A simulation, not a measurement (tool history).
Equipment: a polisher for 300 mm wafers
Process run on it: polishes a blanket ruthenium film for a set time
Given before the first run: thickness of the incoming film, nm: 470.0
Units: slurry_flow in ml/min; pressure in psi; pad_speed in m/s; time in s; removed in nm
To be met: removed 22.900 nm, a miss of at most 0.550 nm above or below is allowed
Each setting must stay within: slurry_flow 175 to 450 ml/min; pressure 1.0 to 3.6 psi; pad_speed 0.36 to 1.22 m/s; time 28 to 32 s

Run 1, hour 0.0: slurry_flow 290 ml/min, pressure 2.3 psi, pad_speed 0.78 m/s, time 32 s. Result: removed 30.810 nm.
Run 2, hour 7.5: slurry_flow 290 ml/min, pressure 2.2 psi, pad_speed 0.78 m/s, time 32 s. Result: removed 29.373 nm.
Run 3, hour 11.0: slurry_flow 290 ml/min, pressure 2.1 psi, pad_speed 0.78 m/s, time 32 s. Result: removed 28.097 nm.
Run 4, hour 16.1: slurry_flow 290 ml/min, pressure 2.0 psi, pad_speed 0.78 m/s, time 32 s. Result: removed 26.960 nm.
Run 5, hour 18.0: slurry_flow 290 ml/min, pressure 1.9 psi, pad_speed 0.78 m/s, time 32 s. Result: removed 25.704 nm.
Run 6, hour 21.3: slurry_flow 290 ml/min, pressure 2.4 psi, pad_speed 0.78 m/s, time 32 s. Result: removed 32.408 nm.
Run 7, hour 22.2: slurry_flow 290 ml/min, pressure 2.2 psi, pad_speed 0.78 m/s, time 32 s. Result: removed 29.385 nm.
Run 8, hour 30.0: slurry_flow 290 ml/min, pressure 2.1 psi, pad_speed 0.78 m/s, time 32 s. Result: removed 28.292 nm.

Which single option among these 4 for the next run brings every result within its allowed miss of target? Just one does.
Run A, hour 37.8: slurry_flow 320 ml/min, pressure 2.1 psi, pad_speed 0.64 m/s, time 31 s. Result: removed ?.
Run B, hour 37.8: slurry_flow 275 ml/min, pressure 1.8 psi, pad_speed 0.74 m/s, time 30 s. Result: removed ?.
Run C, hour 37.8: slurry_flow 320 ml/min, pressure 1.9 psi, pad_speed 0.74 m/s, time 28 s. Result: removed ?.
Run D, hour 37.8: slurry_flow 385 ml/min, pressure 1.7 psi, pad_speed 0.90 m/s, time 28 s. Result: removed ?.

move  removed
   A   23.782
   B   21.561
   C   21.516
   D   22.564
A: closer than the last run, but not yet in spec
B: takes the biggest miss from the last run beyond its target
C: takes the biggest miss from the last run beyond its target
D: every result lands within tolerance
The right move is D.
